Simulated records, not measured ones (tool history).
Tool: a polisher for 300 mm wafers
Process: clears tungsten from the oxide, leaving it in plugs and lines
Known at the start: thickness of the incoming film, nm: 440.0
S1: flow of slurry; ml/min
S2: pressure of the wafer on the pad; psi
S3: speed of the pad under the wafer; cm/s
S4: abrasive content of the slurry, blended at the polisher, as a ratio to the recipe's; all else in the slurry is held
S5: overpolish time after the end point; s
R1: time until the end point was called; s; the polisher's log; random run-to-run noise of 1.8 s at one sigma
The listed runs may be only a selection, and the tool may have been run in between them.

run,hour,S1,S2,S3,S4,S5,R1
1,0.0,125,2.3,136,1.0,21,84.450
2,5.9,125,2.3,136,0.9,21,89.167
3,11.3,125,2.2,136,0.9,21,90.683
4,14.0,125,2.6,136,0.9,21,79.529
5,18.4,125,2.6,136,1.1,21,73.214
# hour 24.7: head pressure recalibrated
6,24.7,125,3.1,136,1.1,21,68.073
7,31.8,125,2.9,134,1.1,21,69.979

For run 8, what comes out?
8,36.7,125,2.9,134,1.1,21,?

{"run 8": {"R1": 72.646}}
